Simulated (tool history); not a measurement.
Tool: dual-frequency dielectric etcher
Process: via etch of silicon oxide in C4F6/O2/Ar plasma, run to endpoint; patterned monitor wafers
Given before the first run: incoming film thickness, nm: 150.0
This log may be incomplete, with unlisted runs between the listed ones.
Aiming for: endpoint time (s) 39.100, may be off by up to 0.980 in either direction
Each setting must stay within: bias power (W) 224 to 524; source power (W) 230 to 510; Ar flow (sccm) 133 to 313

run  hour  bias power (W)  source power (W)  Ar flow (sccm)  endpoint time (s)
  1   0.0             374               370             223             34.093
  2   1.9             348               360             224             36.002
  3   3.7             389               360             224             34.180
  4  11.9             389               360             190             33.204
  5  16.1             361               350             191             35.263
  6  17.8             361               310             191             37.178
  7  26.1             353               310             191             37.074
  8  33.7             344               310             191             38.344

Of the 5 settings listed for the next run, only one would bring every result within its allowed miss of target. Which one?
  A  41.3             328               350             211                  ?
  B  41.3             357               310             189                  ?
  C  41.3             352               340             257                  ?
  D  41.3             343               300             222                  ?
  E  41.3             398               300             190                  ?

move  endpoint time (s)
   A             37.275
   B             37.440
   C             37.265
   D             39.199
   E             36.221
A: moves away from the targets compared with the last run
B: moves away from the targets compared with the last run
C: moves away from the targets compared with the last run
D: in spec on every target
E: moves away from the targets compared with the last run
D is the move that brings every result within its allowed miss.
